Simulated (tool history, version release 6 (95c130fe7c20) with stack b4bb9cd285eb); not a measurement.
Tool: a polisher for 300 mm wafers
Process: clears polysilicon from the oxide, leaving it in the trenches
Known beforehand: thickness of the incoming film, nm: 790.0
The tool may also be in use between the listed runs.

run  hour  flow of slurry (ml/min)  pressure of the wafer on the pad (kPa)  speed of the pad under the wafer (cm/s)  overpolish time after the end point (s)  time until the end point was called (s)  dishing of a wide line in a test structure (angstrom)
  1   0.0                      220                                    13.8                                       88                                       22                                   117.21                                                 471.40
  2   0.8                      170                                    13.8                                       88                                       22                                   121.63                                                 482.37
  3   1.6                      195                                    12.4                                       88                                       20                                   133.68                                                 457.49
  4   5.7                      215                                    11.7                                       88                                       18                                   137.55                                                 440.52
  5   9.4                      215                                    11.7                                       76                                       18                                   149.18                                                 432.30
  6  15.8                      215                                    11.7                                       76                                       12                                   152.61                                                 356.34
  7  23.5                      210                                    11.7                                       76                                       12                                   151.46                                                 361.14
  8  27.4                      205                                    11.0                                       76                                       11                                   160.64                                                 328.60
  9  28.2                      200                                    11.0                                       76                                       11                                   160.90                                                 336.82
 10  30.1                      195                                    11.0                                       76                                       11                                   162.05                                                 323.62
 11  32.6                      190                                    11.0                                       76                                       12                                   163.22                                                 341.71
 12  40.0                      175                                     9.0                                       76                                       10                                   197.23                                                 266.39
 13  46.6                      185                                     9.0                                       76                                       10                                   201.04                                                 269.51
 14  50.7                      195                                     9.0                                       76                                       10                                   199.18                                                 273.03
 15  58.6                      255                                     9.7                                       76                                       20                                   179.96                                                 409.20
 16  66.3                      245                                     9.7                                       76                                       19                                   179.62                                                 418.08
 17  69.2                      235                                     9.7                                       76                                       18                                   181.89                                                 396.03
 18  70.0                      230                                     9.7                                       76                                       17                                   180.86                                                 375.81
 19  70.8                      225                                     9.7                                       76                                       17                                   180.08                                                 381.50

Forecast run 20:
 20  76.9                      285                                     8.3                                       76                                        7                                        ?                                                      ?

{"run 20": {"time until the end point was called (s)": 205.89, "dishing of a wide line in a test structure (angstrom)": 201.37}}
